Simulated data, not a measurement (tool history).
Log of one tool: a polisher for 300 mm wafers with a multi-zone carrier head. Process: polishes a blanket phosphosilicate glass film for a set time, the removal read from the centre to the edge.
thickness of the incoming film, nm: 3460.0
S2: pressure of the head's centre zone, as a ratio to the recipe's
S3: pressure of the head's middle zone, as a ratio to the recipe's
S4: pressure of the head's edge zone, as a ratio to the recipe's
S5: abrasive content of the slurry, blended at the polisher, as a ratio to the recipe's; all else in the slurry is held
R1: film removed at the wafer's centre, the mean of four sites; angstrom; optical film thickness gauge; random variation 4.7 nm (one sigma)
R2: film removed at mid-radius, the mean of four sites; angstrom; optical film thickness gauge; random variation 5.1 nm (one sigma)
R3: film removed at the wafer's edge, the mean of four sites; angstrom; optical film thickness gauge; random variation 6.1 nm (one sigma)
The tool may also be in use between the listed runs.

{"run": 1, "hour": 0.0, "flow of slurry (ml/min)": 220, "S2": 1, "S3": 1, "S4": 1, "S5": 1, "polishing time (s)": 85, "R1": 5887, "R2": 6031.5, "R3": 5979.8}
{"run": 2, "hour": 1.3, "flow of slurry (ml/min)": 235, "S2": 1.03, "S3": 1.03, "S4": 1.01, "S5": 1, "polishing time (s)": 85, "R1": 6127, "R2": 6144.1, "R3": 5993.8}
{"run": 3, "hour": 2.0, "flow of slurry (ml/min)": 235, "S2": 1.03, "S3": 1.03, "S4": 1.06, "S5": 1, "polishing time (s)": 85, "R1": 6110.8, "R2": 6209.5, "R3": 6302.2}
{"run": 4, "hour": 8.5, "flow of slurry (ml/min)": 235, "S2": 1.03, "S3": 1.03, "S4": 1.06, "S5": 1, "polishing time (s)": 100, "R1": 7192.8, "R2": 7359.6, "R3": 7360.9}
{"run": 5, "hour": 14.2, "flow of slurry (ml/min)": 235, "S2": 1.04, "S3": 1.04, "S4": 1.03, "S5": 1, "polishing time (s)": 100, "R1": 7227.1, "R2": 7271.5, "R3": 7214.7}
{"run": 6, "hour": 19.3, "flow of slurry (ml/min)": 235, "S2": 1.1, "S3": 1.04, "S4": 1.03, "S5": 1, "polishing time (s)": 100, "R1": 7673.5, "R2": 7208, "R3": 7294.3}

Run 7 comes next. What will it give?
{"run": 7, "hour": 27.9, "flow of slurry (ml/min)": 230, "S2": 1.1, "S3": 1.05, "S4": 1, "S5": 1, "polishing time (s)": 100, "R1": "?", "R2": "?", "R3": "?"}

{"run 7": {"R1": 7535.6, "R2": 7307.5, "R3": 7064.5}}
